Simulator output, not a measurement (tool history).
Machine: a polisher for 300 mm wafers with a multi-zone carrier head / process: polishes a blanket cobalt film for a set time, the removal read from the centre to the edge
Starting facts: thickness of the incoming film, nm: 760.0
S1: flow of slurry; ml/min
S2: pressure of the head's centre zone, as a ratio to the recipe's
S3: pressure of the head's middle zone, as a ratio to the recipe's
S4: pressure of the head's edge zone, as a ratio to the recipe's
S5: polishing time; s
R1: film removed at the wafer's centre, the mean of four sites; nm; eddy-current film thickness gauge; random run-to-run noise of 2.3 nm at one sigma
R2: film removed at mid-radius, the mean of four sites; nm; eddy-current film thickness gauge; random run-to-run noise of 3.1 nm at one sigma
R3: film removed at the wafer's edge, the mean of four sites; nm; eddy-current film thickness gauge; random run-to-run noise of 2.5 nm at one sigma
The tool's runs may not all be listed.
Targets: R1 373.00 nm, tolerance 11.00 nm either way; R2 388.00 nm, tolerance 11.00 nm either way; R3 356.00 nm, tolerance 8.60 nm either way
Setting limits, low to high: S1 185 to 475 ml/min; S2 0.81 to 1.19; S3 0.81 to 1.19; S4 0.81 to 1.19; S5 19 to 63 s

run,hour,S1,S2,S3,S4,S5,R1,R2,R3
1,0.0,305,1.00,1.00,1.00,41,273.42,280.69,268.17
2,4.8,315,1.02,1.03,1.03,43,295.59,305.28,286.90
3,13.7,315,1.02,1.03,0.95,43,297.76,302.83,271.94
4,19.7,315,1.02,1.03,1.00,43,294.23,301.96,278.76
5,24.4,315,1.09,1.03,1.00,43,316.91,300.73,282.64
6,28.0,320,1.10,1.05,1.03,44,325.24,314.93,291.28
7,33.3,325,1.10,1.06,1.06,45,338.40,328.56,304.12
8,36.6,330,1.10,1.07,1.08,46,343.11,335.11,312.20
9,37.7,330,1.10,1.08,1.10,47,347.29,344.01,326.39
10,41.4,340,1.11,1.10,1.11,47,354.75,352.65,324.01
11,43.9,340,1.11,1.11,1.12,48,359.24,359.27,333.19

Next run, 4 choices. One meets every target within its allowed miss, the rest don't. Which?
A,46.4,305,0.98,1.07,1.19,54,?,?,?
B,46.4,355,1.11,1.16,1.13,53,?,?,?
C,46.4,345,1.05,1.09,1.07,52,?,?,?
D,46.4,325,1.02,1.16,1.02,54,?,?,?

move,R1,R2,R3
A,354.81,386.58,383.29
B,401.62,412.50,369.92
C,371.30,382.77,352.67
D,372.26,416.99,355.79
A: the result that was furthest off in the last run now lies on the other side of its target
B: the result that was furthest off in the last run now lies on the other side of its target
C: all results in spec
D: brings the result that was furthest off to its target, and leaves another outside
The move that meets every target is C.

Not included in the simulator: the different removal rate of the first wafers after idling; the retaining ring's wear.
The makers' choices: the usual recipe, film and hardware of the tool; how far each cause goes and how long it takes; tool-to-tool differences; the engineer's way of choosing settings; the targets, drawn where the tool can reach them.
